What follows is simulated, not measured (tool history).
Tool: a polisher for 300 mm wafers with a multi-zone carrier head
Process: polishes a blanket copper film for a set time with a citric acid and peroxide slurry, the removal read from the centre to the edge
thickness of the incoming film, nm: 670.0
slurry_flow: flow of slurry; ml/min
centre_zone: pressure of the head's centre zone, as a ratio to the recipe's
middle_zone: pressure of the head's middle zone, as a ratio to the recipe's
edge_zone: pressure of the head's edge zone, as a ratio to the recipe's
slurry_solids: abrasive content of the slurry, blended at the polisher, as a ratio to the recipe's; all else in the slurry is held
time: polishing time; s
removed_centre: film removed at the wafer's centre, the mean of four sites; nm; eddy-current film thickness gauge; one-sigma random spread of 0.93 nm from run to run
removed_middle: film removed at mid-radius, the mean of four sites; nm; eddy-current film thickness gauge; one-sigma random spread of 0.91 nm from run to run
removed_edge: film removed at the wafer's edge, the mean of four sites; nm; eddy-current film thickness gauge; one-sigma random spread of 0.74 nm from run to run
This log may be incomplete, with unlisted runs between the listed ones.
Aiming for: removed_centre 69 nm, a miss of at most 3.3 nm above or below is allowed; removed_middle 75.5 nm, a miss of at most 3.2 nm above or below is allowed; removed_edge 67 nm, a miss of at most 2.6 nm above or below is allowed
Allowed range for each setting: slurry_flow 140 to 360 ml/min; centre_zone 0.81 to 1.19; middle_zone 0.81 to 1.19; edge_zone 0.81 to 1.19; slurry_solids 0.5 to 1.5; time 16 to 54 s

{"run": 1, "hour": 0.0, "slurry_flow": 230, "centre_zone": 1, "middle_zone": 1, "edge_zone": 1, "slurry_solids": 1, "time": 35, "removed_centre": 74.357, "removed_middle": 76.754, "removed_edge": 77.736}
{"run": 2, "hour": 5.2, "slurry_flow": 230, "centre_zone": 1, "middle_zone": 1, "edge_zone": 1, "slurry_solids": 0.9, "time": 35, "removed_centre": 74.098, "removed_middle": 74.275, "removed_edge": 76.622}
{"run": 3, "hour": 7.0, "slurry_flow": 230, "centre_zone": 1, "middle_zone": 1, "edge_zone": 1, "slurry_solids": 0.8, "time": 35, "removed_centre": 71.245, "removed_middle": 71.749, "removed_edge": 73.286}
{"run": 4, "hour": 13.2, "slurry_flow": 230, "centre_zone": 0.97, "middle_zone": 1, "edge_zone": 1, "slurry_solids": 0.8, "time": 35, "removed_centre": 70.284, "removed_middle": 71.985, "removed_edge": 72.751}
{"run": 5, "hour": 17.4, "slurry_flow": 230, "centre_zone": 0.97, "middle_zone": 1.01, "edge_zone": 0.99, "slurry_solids": 0.8, "time": 35, "removed_centre": 70.824, "removed_middle": 75.366, "removed_edge": 73.108}
{"run": 6, "hour": 25.6, "slurry_flow": 230, "centre_zone": 0.94, "middle_zone": 1.01, "edge_zone": 0.99, "slurry_solids": 0.8, "time": 35, "removed_centre": 66.836, "removed_middle": 72.869, "removed_edge": 73.283}
{"run": 7, "hour": 29.8, "slurry_flow": 230, "centre_zone": 0.94, "middle_zone": 1.01, "edge_zone": 0.98, "slurry_solids": 0.8, "time": 35, "removed_centre": 68.287, "removed_middle": 72.775, "removed_edge": 72.956}
{"run": 8, "hour": 33.0, "slurry_flow": 235, "centre_zone": 0.96, "middle_zone": 1.1, "edge_zone": 0.88, "slurry_solids": 0.7, "time": 34, "removed_centre": 64.63, "removed_middle": 74.297, "removed_edge": 65.533}

Which one of the following 5 next-run settings gets every result inside its allowed miss? There is exactly one.
{"run": "A", "hour": 36.2, "slurry_flow": 260, "centre_zone": 1.1, "middle_zone": 1.15, "edge_zone": 0.81, "slurry_solids": 0.7, "time": 36, "removed_centre": "?", "removed_middle": "?", "removed_edge": "?"}
{"run": "B", "hour": 36.2, "slurry_flow": 250, "centre_zone": 1.04, "middle_zone": 1.03, "edge_zone": 0.81, "slurry_solids": 0.55, "time": 38, "removed_centre": "?", "removed_middle": "?", "removed_edge": "?"}
{"run": "C", "hour": 36.2, "slurry_flow": 190, "centre_zone": 1.03, "middle_zone": 0.96, "edge_zone": 0.9, "slurry_solids": 0.7, "time": 40, "removed_centre": "?", "removed_middle": "?", "removed_edge": "?"}
{"run": "D", "hour": 36.2, "slurry_flow": 230, "centre_zone": 1.05, "middle_zone": 1, "edge_zone": 0.9, "slurry_solids": 0.6, "time": 39, "removed_centre": "?", "removed_middle": "?", "removed_edge": "?"}
{"run": "E", "hour": 36.2, "slurry_flow": 235, "centre_zone": 0.96, "middle_zone": 1.05, "edge_zone": 0.81, "slurry_solids": 0.65, "time": 37, "removed_centre": "?", "removed_middle": "?", "removed_edge": "?"}

move=A removed_centre=80.209 removed_middle=82.274 removed_edge=67.458
move=B removed_centre=75.34 removed_middle=74.856 removed_edge=67.315
move=C removed_centre=79.246 removed_middle=75.51 removed_edge=76.168
move=D removed_centre=78.636 removed_middle=75.652 removed_edge=73.273
move=E removed_centre=69.645 removed_middle=76.276 removed_edge=67.62
A: pushes the last run's worst result past its target
B: pushes the last run's worst result past its target
C: pushes the last run's worst result past its target
D: pushes the last run's worst result past its target
E: meets every target
So the answer is move E, the one that meets all the targets.
